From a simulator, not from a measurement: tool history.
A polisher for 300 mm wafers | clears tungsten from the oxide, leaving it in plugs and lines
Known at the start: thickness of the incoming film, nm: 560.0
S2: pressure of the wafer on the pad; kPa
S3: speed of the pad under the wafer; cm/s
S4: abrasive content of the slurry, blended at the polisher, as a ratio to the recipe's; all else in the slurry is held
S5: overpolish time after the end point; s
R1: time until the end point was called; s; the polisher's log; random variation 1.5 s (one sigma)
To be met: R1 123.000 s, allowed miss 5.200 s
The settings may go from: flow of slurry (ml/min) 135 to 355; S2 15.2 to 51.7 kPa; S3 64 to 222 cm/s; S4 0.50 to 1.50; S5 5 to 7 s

{"run": 1, "hour": 0.0, "flow of slurry (ml/min)": 225, "S2": 33.1, "S3": 142, "S4": 1.0, "S5": 7, "R1": 77.558}
{"run": 2, "hour": 1.0, "flow of slurry (ml/min)": 225, "S2": 30.3, "S3": 142, "S4": 1.0, "S5": 7, "R1": 84.343}
{"run": 3, "hour": 7.1, "flow of slurry (ml/min)": 225, "S2": 30.3, "S3": 142, "S4": 1.15, "S5": 7, "R1": 83.596}
{"run": 4, "hour": 13.0, "flow of slurry (ml/min)": 225, "S2": 30.3, "S3": 142, "S4": 1.15, "S5": 7, "R1": 84.445}
{"run": 5, "hour": 15.5, "flow of slurry (ml/min)": 200, "S2": 30.3, "S3": 142, "S4": 1.15, "S5": 7, "R1": 84.281}
{"run": 6, "hour": 19.6, "flow of slurry (ml/min)": 170, "S2": 30.3, "S3": 142, "S4": 1.15, "S5": 7, "R1": 87.14}
{"run": 7, "hour": 23.7, "flow of slurry (ml/min)": 170, "S2": 28.3, "S3": 142, "S4": 1.15, "S5": 7, "R1": 91.972}
{"run": 8, "hour": 31.9, "flow of slurry (ml/min)": 170, "S2": 26.2, "S3": 142, "S4": 1.15, "S5": 7, "R1": 102.87}
{"run": 9, "hour": 40.6, "flow of slurry (ml/min)": 170, "S2": 25.5, "S3": 142, "S4": 1.15, "S5": 7, "R1": 102.34}
{"run": 10, "hour": 46.6, "flow of slurry (ml/min)": 170, "S2": 24.1, "S3": 142, "S4": 1.15, "S5": 7, "R1": 109.14}
{"run": 11, "hour": 51.2, "flow of slurry (ml/min)": 170, "S2": 20.0, "S3": 142, "S4": 1.15, "S5": 7, "R1": 131.6}

Which of these 4 next moves meets every target?
{"run": "A", "hour": 55.8, "flow of slurry (ml/min)": 180, "S2": 18.6, "S3": 130, "S4": 1.15, "S5": 7, "R1": "?"}
{"run": "B", "hour": 55.8, "flow of slurry (ml/min)": 145, "S2": 22.1, "S3": 116, "S4": 1.45, "S5": 7, "R1": "?"}
{"run": "C", "hour": 55.8, "flow of slurry (ml/min)": 185, "S2": 15.2, "S3": 184, "S4": 1.05, "S5": 5, "R1": "?"}
{"run": "D", "hour": 55.8, "flow of slurry (ml/min)": 175, "S2": 20.0, "S3": 150, "S4": 1.2, "S5": 7, "R1": "?"}

move=A R1=147.760
move=B R1=135.240
move=C R1=136.990
move=D R1=122.550
A: further off than the last run
B: further off than the last run
C: further off than the last run
D: meets every target
The right move is D.
